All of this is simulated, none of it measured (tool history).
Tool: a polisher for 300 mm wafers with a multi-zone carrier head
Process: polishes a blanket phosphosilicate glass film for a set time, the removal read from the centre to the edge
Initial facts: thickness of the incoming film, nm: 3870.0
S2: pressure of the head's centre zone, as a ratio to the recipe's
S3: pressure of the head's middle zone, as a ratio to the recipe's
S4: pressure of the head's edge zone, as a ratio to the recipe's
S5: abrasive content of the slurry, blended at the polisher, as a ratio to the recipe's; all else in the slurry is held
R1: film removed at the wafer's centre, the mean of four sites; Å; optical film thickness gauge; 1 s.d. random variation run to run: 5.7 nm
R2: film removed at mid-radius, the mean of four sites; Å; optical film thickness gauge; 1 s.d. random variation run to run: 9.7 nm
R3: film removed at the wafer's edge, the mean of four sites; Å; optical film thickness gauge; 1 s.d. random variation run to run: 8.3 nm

Run 1, hour 0.0: flow of slurry (ml/min) 250, S2 1.00, S3 1.00, S4 1.00, S5 1.00, polishing time (s) 42. Result: R1 5781.6 Å, R2 5443.5 Å, R3 5296.8 Å.
Run 2, hour 4.7: flow of slurry (ml/min) 250, S2 1.00, S3 1.00, S4 1.00, S5 0.85, polishing time (s) 42. Result: R1 5422.6 Å, R2 4999.3 Å, R3 4808.9 Å.
Run 3, hour 10.1: flow of slurry (ml/min) 250, S2 0.97, S3 0.99, S4 1.05, S5 1.05, polishing time (s) 42. Result: R1 5784.1 Å, R2 5497.1 Å, R3 5455.2 Å.
Run 4, hour 13.8: flow of slurry (ml/min) 240, S2 0.92, S3 0.97, S4 1.09, S5 1.20, polishing time (s) 42. Result: R1 5738.1 Å, R2 5766.9 Å, R3 5841.6 Å.
Run 5, hour 21.2: flow of slurry (ml/min) 245, S2 0.89, S3 0.95, S4 1.12, S5 1.30, polishing time (s) 43. Result: R1 6008.5 Å, R2 6006.7 Å, R3 6185.1 Å.
Run 6, hour 28.9: flow of slurry (ml/min) 245, S2 0.89, S3 1.04, S4 1.12, S5 1.30, polishing time (s) 43. Result: R1 5895.8 Å, R2 6435.9 Å, R3 6097.1 Å.

Predict the results of run 7:
Run 7, hour 35.9: flow of slurry (ml/min) 230, S2 0.86, S3 0.99, S4 1.14, S5 1.35, polishing time (s) 44. Result: R1 ?, R2 ?, R3 ?.

R1: 5952.2 Å
R2: 6146.1 Å
R3: 6480.6 Å
